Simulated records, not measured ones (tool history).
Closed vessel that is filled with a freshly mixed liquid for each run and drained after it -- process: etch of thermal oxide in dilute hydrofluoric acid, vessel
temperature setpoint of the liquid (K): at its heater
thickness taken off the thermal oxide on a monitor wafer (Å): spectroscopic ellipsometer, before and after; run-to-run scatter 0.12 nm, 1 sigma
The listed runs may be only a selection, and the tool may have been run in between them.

| run | hour | temperature setpoint of the liquid (K) | parts of water to one part of 49 % hydrofluoric acid (parts by volume) | time in the liquid (s) | thickness taken off the thermal oxide on a monitor wafer (Å) |
|---|---|---|---|---|---|
| 1 | 0 | 297.15 | 255 | 3110 | 470.2 |
| 2 | 8.4 | 295.65 | 265 | 3110 | 424.7 |
| 3 | 8.9 | 294.65 | 275 | 3110 | 389.54 |
| 4 | 13.9 | 294.65 | 275 | 3320 | 417.58 |
| 5 | 21.5 | 294.65 | 275 | 3320 | 419.41 |
| 6 | 25.9 | 292.65 | 275 | 3320 | 388.09 |
| 7 | 30.6 | 292.15 | 285 | 3320 | 361.05 |
| 8 | 31.1 | 291.65 | 290 | 3320 | 349.22 |
| 9 | 34.5 | 291.15 | 295 | 3320 | 335.29 |
| 10 | 41.7 | 291.15 | 300 | 3320 | 329.97 |
| 11 | 44.8 | 291.15 | 305 | 3320 | 321.9 |
| 12 | 46.3 | 291.15 | 305 | 3320 | 321.41 |

What will run 13 give?
| 13 | 49.5 | 291.15 | 310 | 3320 | ? |

{"run 13": {"thickness taken off the thermal oxide on a monitor wafer (Å)": 313.76}}

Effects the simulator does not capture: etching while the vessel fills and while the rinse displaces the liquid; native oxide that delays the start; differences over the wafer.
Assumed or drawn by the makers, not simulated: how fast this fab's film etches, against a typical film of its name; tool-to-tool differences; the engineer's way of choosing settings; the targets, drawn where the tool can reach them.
